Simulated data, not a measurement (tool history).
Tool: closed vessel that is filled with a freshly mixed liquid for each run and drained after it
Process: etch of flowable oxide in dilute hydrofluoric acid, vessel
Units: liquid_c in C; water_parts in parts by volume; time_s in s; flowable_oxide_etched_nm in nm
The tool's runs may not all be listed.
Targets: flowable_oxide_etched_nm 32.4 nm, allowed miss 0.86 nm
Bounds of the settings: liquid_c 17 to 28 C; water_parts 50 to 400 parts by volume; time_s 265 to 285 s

run 1 hour=0 | liquid_c=20 water_parts=225 time_s=265 | flowable_oxide_etched_nm=37.14
run 2 hour=6.7 | liquid_c=20 water_parts=145 time_s=265 | flowable_oxide_etched_nm=62.299
run 3 hour=14 | liquid_c=20 water_parts=220 time_s=265 | flowable_oxide_etched_nm=37.671
run 4 hour=15.6 | liquid_c=19 water_parts=220 time_s=265 | flowable_oxide_etched_nm=36.864
run 5 hour=23.1 | liquid_c=19 water_parts=220 time_s=265 | flowable_oxide_etched_nm=36.585
run 6 hour=31.1 | liquid_c=19 water_parts=255 time_s=265 | flowable_oxide_etched_nm=30.492
run 7 hour=33.1 | liquid_c=19.5 water_parts=255 time_s=265 | flowable_oxide_etched_nm=31.451
run 8 hour=38.2 | liquid_c=19.5 water_parts=255 time_s=265 | flowable_oxide_etched_nm=31.036

4 next moves are on the table. One of them brings every result within its allowed miss. Which?
run A hour=43.3 | liquid_c=20 water_parts=275 time_s=285 | flowable_oxide_etched_nm=?
run B hour=43.3 | liquid_c=21.5 water_parts=245 time_s=265 | flowable_oxide_etched_nm=?
run C hour=43.3 | liquid_c=19 water_parts=260 time_s=285 | flowable_oxide_etched_nm=?
run D hour=43.3 | liquid_c=19.5 water_parts=260 time_s=265 | flowable_oxide_etched_nm=?

move=A flowable_oxide_etched_nm=31.206
move=B flowable_oxide_etched_nm=35.412
move=C flowable_oxide_etched_nm=32.231
move=D flowable_oxide_etched_nm=30.539
A: nearer than the last run, and not there yet
B: takes the result that was furthest off past its target
C: meets every target
D: further off than the last run
Move C is the one to make.
